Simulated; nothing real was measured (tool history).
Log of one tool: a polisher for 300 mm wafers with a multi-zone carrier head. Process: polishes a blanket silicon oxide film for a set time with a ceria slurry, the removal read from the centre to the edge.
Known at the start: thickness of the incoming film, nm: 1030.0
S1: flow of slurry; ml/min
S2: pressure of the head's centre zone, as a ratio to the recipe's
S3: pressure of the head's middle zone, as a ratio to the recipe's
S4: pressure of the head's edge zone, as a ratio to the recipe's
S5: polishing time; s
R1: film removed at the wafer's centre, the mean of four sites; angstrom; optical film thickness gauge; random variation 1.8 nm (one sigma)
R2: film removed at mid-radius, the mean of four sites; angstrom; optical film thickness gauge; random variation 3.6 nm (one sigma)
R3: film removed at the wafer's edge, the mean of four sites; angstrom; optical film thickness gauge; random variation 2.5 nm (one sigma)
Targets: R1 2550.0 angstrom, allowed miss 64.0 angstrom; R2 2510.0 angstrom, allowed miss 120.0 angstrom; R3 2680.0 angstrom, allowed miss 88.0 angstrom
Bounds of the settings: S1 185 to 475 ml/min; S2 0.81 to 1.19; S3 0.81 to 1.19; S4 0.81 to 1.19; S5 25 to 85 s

| run | hour | S1 | S2 | S3 | S4 | S5 | R1 | R2 | R3 |
|---|---|---|---|---|---|---|---|---|---|
| 1 | 0.0 | 305 | 1.00 | 1.00 | 1.00 | 55 | 1901.9 | 1891.3 | 1822.9 |
| 2 | 6.6 | 305 | 1.00 | 1.00 | 1.02 | 57 | 1950.9 | 2005.7 | 1907.7 |
| 3 | 8.7 | 305 | 0.96 | 1.00 | 1.02 | 57 | 1880.9 | 2042.8 | 1907.1 |
| 4 | 12.6 | 305 | 0.96 | 1.00 | 0.96 | 57 | 1885.1 | 1996.6 | 1889.1 |
| 5 | 14.8 | 305 | 0.96 | 1.00 | 0.96 | 47 | 1536.9 | 1661.7 | 1568.8 |
| 6 | 17.7 | 305 | 0.96 | 1.00 | 0.96 | 38 | 1261.5 | 1336.9 | 1246.7 |
| 7 | 24.8 | 300 | 0.96 | 0.98 | 0.96 | 43 | 1407.0 | 1464.8 | 1418.0 |
| 8 | 33.2 | 295 | 0.96 | 0.97 | 0.96 | 47 | 1540.4 | 1605.1 | 1528.4 |
| 9 | 41.5 | 310 | 0.96 | 0.95 | 0.98 | 50 | 1645.5 | 1687.5 | 1662.9 |
| 10 | 47.1 | 320 | 0.96 | 0.94 | 0.99 | 53 | 1751.3 | 1764.3 | 1756.5 |
| 11 | 54.7 | 315 | 0.96 | 0.93 | 1.00 | 56 | 1858.1 | 1863.0 | 1825.6 |
| 12 | 59.2 | 335 | 0.95 | 0.91 | 1.03 | 58 | 1923.5 | 1938.6 | 1981.1 |
| 13 | 65.5 | 345 | 0.96 | 0.91 | 1.05 | 59 | 1984.2 | 1956.1 | 2012.2 |
| 14 | 74.2 | 345 | 0.96 | 0.91 | 1.05 | 59 | 1967.0 | 1947.4 | 2016.1 |
| 15 | 78.3 | 355 | 0.96 | 0.91 | 1.07 | 61 | 2040.1 | 2007.0 | 2107.8 |
| 16 | 82.9 | 360 | 0.96 | 0.92 | 1.08 | 62 | 2092.3 | 2054.0 | 2105.6 |
| 17 | 86.4 | 350 | 0.96 | 0.91 | 1.08 | 63 | 2094.9 | 2117.5 | 2177.7 |
| 18 | 94.6 | 345 | 0.96 | 0.90 | 1.09 | 64 | 2144.7 | 2102.1 | 2213.0 |

Which of these 4 next moves meets every target?
| A | 102.8 | 320 | 1.05 | 1.19 | 1.00 | 56 | ? | ? | ? |
| B | 102.8 | 465 | 0.95 | 0.91 | 1.13 | 75 | ? | ? | ? |
| C | 102.8 | 425 | 0.81 | 0.81 | 1.19 | 56 | ? | ? | ? |
| D | 102.8 | 370 | 1.09 | 0.92 | 1.01 | 48 | ? | ? | ? |

| move | R1 | R2 | R3 |
|---|---|---|---|
| A | 2040.6 | 2317.2 | 1889.5 |
| B | 2549.1 | 2548.0 | 2719.3 |
| C | 1608.6 | 1719.2 | 2064.4 |
| D | 1839.5 | 1617.0 | 1647.9 |
A: further off than the last run
B: meets every target
C: further off than the last run
D: further off than the last run
Answer: B
